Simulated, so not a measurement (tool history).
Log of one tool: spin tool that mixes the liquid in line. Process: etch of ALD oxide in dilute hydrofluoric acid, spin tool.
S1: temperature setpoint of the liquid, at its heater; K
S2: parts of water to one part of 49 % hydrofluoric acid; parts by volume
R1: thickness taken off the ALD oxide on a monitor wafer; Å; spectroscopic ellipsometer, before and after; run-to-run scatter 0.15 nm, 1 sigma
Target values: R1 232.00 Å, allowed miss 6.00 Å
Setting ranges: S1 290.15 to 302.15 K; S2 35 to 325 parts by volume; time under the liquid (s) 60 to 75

Run 1, hour 0.0: S1 294.15 K, S2 180 parts by volume, time under the liquid (s) 75. Result: R1 109.70 Å.
Run 2, hour 6.8: S1 295.65 K, S2 165 parts by volume, time under the liquid (s) 75. Result: R1 128.70 Å.
Run 3, hour 13.8: S1 297.15 K, S2 155 parts by volume, time under the liquid (s) 75. Result: R1 146.89 Å.
Run 4, hour 19.7: S1 297.15 K, S2 130 parts by volume, time under the liquid (s) 75. Result: R1 178.57 Å.
Run 5, hour 27.0: S1 298.15 K, S2 130 parts by volume, time under the liquid (s) 75. Result: R1 186.64 Å.
Run 6, hour 34.6: S1 298.15 K, S2 155 parts by volume, time under the liquid (s) 75. Result: R1 153.09 Å.
Run 7, hour 41.6: S1 299.15 K, S2 145 parts by volume, time under the liquid (s) 75. Result: R1 171.67 Å.
Run 8, hour 49.5: S1 299.65 K, S2 140 parts by volume, time under the liquid (s) 75. Result: R1 182.21 Å.
Run 9, hour 57.3: S1 300.15 K, S2 135 parts by volume, time under the liquid (s) 75. Result: R1 190.76 Å.
Run 10, hour 62.9: S1 302.15 K, S2 110 parts by volume, time under the liquid (s) 75. Result: R1 264.47 Å.
Run 11, hour 69.3: S1 301.65 K, S2 110 parts by volume, time under the liquid (s) 75. Result: R1 262.86 Å.
Run 12, hour 74.7: S1 301.15 K, S2 110 parts by volume, time under the liquid (s) 75. Result: R1 252.90 Å.

Consider the 4 candidate settings below. Which is the only one whose results all fall within their allowed miss of target?
Run A, hour 80.1: S1 301.15 K, S2 105 parts by volume, time under the liquid (s) 75. Result: R1 ?.
Run B, hour 80.1: S1 301.65 K, S2 115 parts by volume, time under the liquid (s) 70. Result: R1 ?.
Run C, hour 80.1: S1 302.15 K, S2 110 parts by volume, time under the liquid (s) 75. Result: R1 ?.
Run D, hour 80.1: S1 301.65 K, S2 100 parts by volume, time under the liquid (s) 65. Result: R1 ?.

move      R1
   A  266.26
   B  228.16
   C  262.17
   D  248.62
A: the biggest miss grows against the last run
B: all results land within tolerance of their targets
C: the biggest miss grows against the last run
D: closes in on the targets versus the last run, not all within tolerance yet
Answer: B
